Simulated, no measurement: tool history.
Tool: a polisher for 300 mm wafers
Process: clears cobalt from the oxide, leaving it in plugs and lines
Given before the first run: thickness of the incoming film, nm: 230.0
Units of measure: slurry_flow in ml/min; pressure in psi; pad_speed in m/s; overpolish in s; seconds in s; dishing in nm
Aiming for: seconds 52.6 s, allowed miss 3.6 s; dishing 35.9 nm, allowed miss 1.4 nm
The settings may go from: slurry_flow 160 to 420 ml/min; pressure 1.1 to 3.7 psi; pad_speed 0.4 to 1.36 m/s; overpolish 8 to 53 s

run  hour  slurry_flow  pressure  pad_speed  overpolish  seconds  dishing
  1     0          270       2.4       0.88          27    49.19   59.377
  2   2.1          270         2       0.88          27   56.669   55.883
  3  10.6          270       1.6       0.88          27   68.546   53.027
  4    17          270       1.6        0.7          27   80.442   48.579
  5    22          285       1.8       0.64          24   76.317   46.196
  6  30.2          285       1.8       0.64          29   75.097   50.556
  7  38.6          310         2        0.6          25    72.34     48.2
  8    40          285       2.2       0.56          22   69.105   47.501
  9  41.6          310       2.3       0.54          20    66.25   45.209
 10  44.2          330       2.4       0.52          18   65.935   41.792
 11  52.6          385         3       0.48           8    54.95   27.061
 12  56.3          360         3        0.5           8   55.501   27.799
 13  61.6          340         3       0.52           9   52.803    31.11
 14  62.2          330         3       0.52           9   54.231    30.72
 15  70.1          315         3       0.52           9   53.318   29.958
 16    71          315       2.9       0.54          10   55.056   32.945
 17  72.5          310       2.9       0.54          10   53.379   32.506
 18  73.2          300       2.9       0.54          10   54.458    32.44
 19    77          290       2.9       0.54          10   56.293   32.843
 20  83.6          285       2.9       0.54          10   56.323   32.152

Below are 4 possible settings for the next run. Only one of them brings all results inside the allowed miss of their targets. Which is it?
  A  90.2          330       3.2       0.46           9        ?        ?
  B  90.2          270       2.9       0.58           8        ?        ?
  C  90.2          260       2.5       0.72          11        ?        ?
  D  90.2          295       3.2       0.64          10        ?        ?

move  seconds  dishing
   A   55.545   30.083
   B   54.136   28.076
   C   54.247   35.264
   D   45.994   36.921
A: further off than the last run
B: further off than the last run
C: all results in spec
D: gets the furthest-off result to its target, but another result is out of tolerance
So the answer is move C, the one that meets all the targets.
